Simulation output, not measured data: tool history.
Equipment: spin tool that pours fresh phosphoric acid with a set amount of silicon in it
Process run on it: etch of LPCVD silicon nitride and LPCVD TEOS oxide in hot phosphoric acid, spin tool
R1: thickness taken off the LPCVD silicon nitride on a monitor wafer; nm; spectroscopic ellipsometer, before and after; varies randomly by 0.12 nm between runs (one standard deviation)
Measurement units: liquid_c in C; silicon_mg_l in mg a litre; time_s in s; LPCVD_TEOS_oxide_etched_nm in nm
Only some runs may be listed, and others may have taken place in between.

Run 1, day 0: liquid_c 162 C, silicon_mg_l 14 mg a litre, time_s 150 s. Result: R1 15.191 nm, LPCVD_TEOS_oxide_etched_nm 0.47571 nm.
Run 2, day 0.342: liquid_c 162 C, silicon_mg_l 7.5 mg a litre, time_s 150 s. Result: R1 15.327 nm, LPCVD_TEOS_oxide_etched_nm 0.54488 nm.
Run 3, day 0.583: liquid_c 162 C, silicon_mg_l 4.5 mg a litre, time_s 150 s. Result: R1 15.139 nm, LPCVD_TEOS_oxide_etched_nm 0.57909 nm.
Run 4, day 0.838: liquid_c 161 C, silicon_mg_l 4.5 mg a litre, time_s 150 s. Result: R1 14.844 nm, LPCVD_TEOS_oxide_etched_nm 0.53318 nm.
Run 5, day 1.058: liquid_c 161 C, silicon_mg_l 4.5 mg a litre, time_s 185 s. Result: R1 18.184 nm, LPCVD_TEOS_oxide_etched_nm 0.72218 nm.
Run 6, day 1.321: liquid_c 161 C, silicon_mg_l 4.5 mg a litre, time_s 220 s. Result: R1 21.646 nm, LPCVD_TEOS_oxide_etched_nm 0.87652 nm.
Run 7, day 1.658: liquid_c 162 C, silicon_mg_l 10 mg a litre, time_s 220 s. Result: R1 22.377 nm, LPCVD_TEOS_oxide_etched_nm 0.76818 nm.

Run 8, settings as shown, results not yet in. Your forecast:
Run 8, day 2.029: liquid_c 163 C, silicon_mg_l 11.5 mg a litre, time_s 220 s. Result: R1 ?, LPCVD_TEOS_oxide_etched_nm ?.

{"run 8": {"R1": 23.156, "LPCVD_TEOS_oxide_etched_nm": 0.76769}}

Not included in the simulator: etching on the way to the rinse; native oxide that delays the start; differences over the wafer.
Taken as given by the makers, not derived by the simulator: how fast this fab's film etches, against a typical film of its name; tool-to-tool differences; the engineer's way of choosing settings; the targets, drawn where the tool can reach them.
